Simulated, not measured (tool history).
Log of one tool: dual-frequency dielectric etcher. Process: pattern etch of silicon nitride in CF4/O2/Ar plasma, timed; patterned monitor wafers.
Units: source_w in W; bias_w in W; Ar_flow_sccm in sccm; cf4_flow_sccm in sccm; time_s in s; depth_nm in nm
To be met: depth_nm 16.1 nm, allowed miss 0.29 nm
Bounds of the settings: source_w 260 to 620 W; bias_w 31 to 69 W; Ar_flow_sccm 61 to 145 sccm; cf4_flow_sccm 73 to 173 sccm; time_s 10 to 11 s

Run 1, hour 0: source_w 440 W, bias_w 50 W, Ar_flow_sccm 103 sccm, cf4_flow_sccm 123 sccm, time_s 11 s. Result: depth_nm 17.335 nm.
Run 2, hour 5.3: source_w 440 W, bias_w 46 W, Ar_flow_sccm 103 sccm, cf4_flow_sccm 123 sccm, time_s 11 s. Result: depth_nm 16.594 nm.
Run 3, hour 9.4: source_w 370 W, bias_w 46 W, Ar_flow_sccm 103 sccm, cf4_flow_sccm 123 sccm, time_s 11 s. Result: depth_nm 14.363 nm.
Run 4, hour 13.4: source_w 370 W, bias_w 46 W, Ar_flow_sccm 103 sccm, cf4_flow_sccm 108 sccm, time_s 11 s. Result: depth_nm 14.145 nm.
Run 5, hour 19.1: source_w 370 W, bias_w 46 W, Ar_flow_sccm 120 sccm, cf4_flow_sccm 108 sccm, time_s 11 s. Result: depth_nm 13.739 nm.
Run 6, hour 21.1: source_w 390 W, bias_w 46 W, Ar_flow_sccm 120 sccm, cf4_flow_sccm 108 sccm, time_s 11 s. Result: depth_nm 14.381 nm.
Run 7, hour 28.8: source_w 400 W, bias_w 46 W, Ar_flow_sccm 120 sccm, cf4_flow_sccm 108 sccm, time_s 11 s. Result: depth_nm 14.594 nm.
Run 8, hour 35.9: source_w 410 W, bias_w 46 W, Ar_flow_sccm 120 sccm, cf4_flow_sccm 108 sccm, time_s 11 s. Result: depth_nm 14.959 nm.

Which of these 5 next moves meets every target?
Run A, hour 43: source_w 430 W, bias_w 51 W, Ar_flow_sccm 118 sccm, cf4_flow_sccm 129 sccm, time_s 11 s. Result: depth_nm ?.
Run B, hour 43: source_w 380 W, bias_w 61 W, Ar_flow_sccm 129 sccm, cf4_flow_sccm 104 sccm, time_s 11 s. Result: depth_nm ?.
Run C, hour 43: source_w 450 W, bias_w 46 W, Ar_flow_sccm 116 sccm, cf4_flow_sccm 81 sccm, time_s 11 s. Result: depth_nm ?.
Run D, hour 43: source_w 480 W, bias_w 45 W, Ar_flow_sccm 118 sccm, cf4_flow_sccm 108 sccm, time_s 11 s. Result: depth_nm ?.
Run E, hour 43: source_w 440 W, bias_w 49 W, Ar_flow_sccm 114 sccm, cf4_flow_sccm 98 sccm, time_s 10.5 s. Result: depth_nm ?.

move  depth_nm
   A    16.873
   B    15.966
   C    15.264
   D    16.819
   E    15.443
A: takes the result that was furthest off past its target
B: meets every target
C: nearer than the last run, and not there yet
D: takes the result that was furthest off past its target
E: nearer than the last run, and not there yet
Answer: B
